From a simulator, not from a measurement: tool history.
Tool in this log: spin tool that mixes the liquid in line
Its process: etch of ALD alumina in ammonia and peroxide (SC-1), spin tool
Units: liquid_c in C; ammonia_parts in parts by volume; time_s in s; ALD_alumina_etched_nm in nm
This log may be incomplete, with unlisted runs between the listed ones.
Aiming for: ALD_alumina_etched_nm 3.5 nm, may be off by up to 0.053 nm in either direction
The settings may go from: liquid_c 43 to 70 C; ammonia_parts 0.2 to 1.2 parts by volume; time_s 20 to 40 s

run 1 day=0 | liquid_c=59 ammonia_parts=1 time_s=40 | ALD_alumina_etched_nm=4.3221
run 2 day=0.121 | liquid_c=59 ammonia_parts=1 time_s=20 | ALD_alumina_etched_nm=2.168
run 3 day=0.271 | liquid_c=61 ammonia_parts=1 time_s=20 | ALD_alumina_etched_nm=2.4012
run 4 day=0.558 | liquid_c=61 ammonia_parts=1 time_s=40 | ALD_alumina_etched_nm=4.8195
run 5 day=0.871 | liquid_c=60 ammonia_parts=1 time_s=40 | ALD_alumina_etched_nm=4.5742
run 6 day=0.975 | liquid_c=62.5 ammonia_parts=1 time_s=40 | ALD_alumina_etched_nm=5.2416
run 7 day=1.125 | liquid_c=61.5 ammonia_parts=1 time_s=40 | ALD_alumina_etched_nm=4.9623
run 8 day=1.329 | liquid_c=60.5 ammonia_parts=1 time_s=40 | ALD_alumina_etched_nm=4.6701
run 9 day=1.571 | liquid_c=59.5 ammonia_parts=1 time_s=40 | ALD_alumina_etched_nm=4.4212
run 10 day=1.704 | liquid_c=58.5 ammonia_parts=1 time_s=40 | ALD_alumina_etched_nm=4.2393
run 11 day=1.954 | liquid_c=57 ammonia_parts=1 time_s=40 | ALD_alumina_etched_nm=3.9065
run 12 day=2.017 | liquid_c=56.5 ammonia_parts=1 time_s=40 | ALD_alumina_etched_nm=3.7857
run 13 day=2.388 | liquid_c=54.5 ammonia_parts=1 time_s=40 | ALD_alumina_etched_nm=3.3938

Which one of the following 4 next-run settings gets every result inside its allowed miss? There is exactly one.
run A day=2.758 | liquid_c=58.5 ammonia_parts=0.85 time_s=35 | ALD_alumina_etched_nm=?
run B day=2.758 | liquid_c=59 ammonia_parts=0.7 time_s=35 | ALD_alumina_etched_nm=?
run C day=2.758 | liquid_c=57.5 ammonia_parts=1.05 time_s=35 | ALD_alumina_etched_nm=?
run D day=2.758 | liquid_c=55.5 ammonia_parts=1.1 time_s=40 | ALD_alumina_etched_nm=?

move=A ALD_alumina_etched_nm=3.6507
move=B ALD_alumina_etched_nm=3.6803
move=C ALD_alumina_etched_nm=3.5317
move=D ALD_alumina_etched_nm=3.6412
A: moves the result that the last run missed by most past its target, out the other side
B: moves the result that the last run missed by most past its target, out the other side
C: all results land within tolerance of their targets
D: moves the result that the last run missed by most past its target, out the other side
The right move is C.
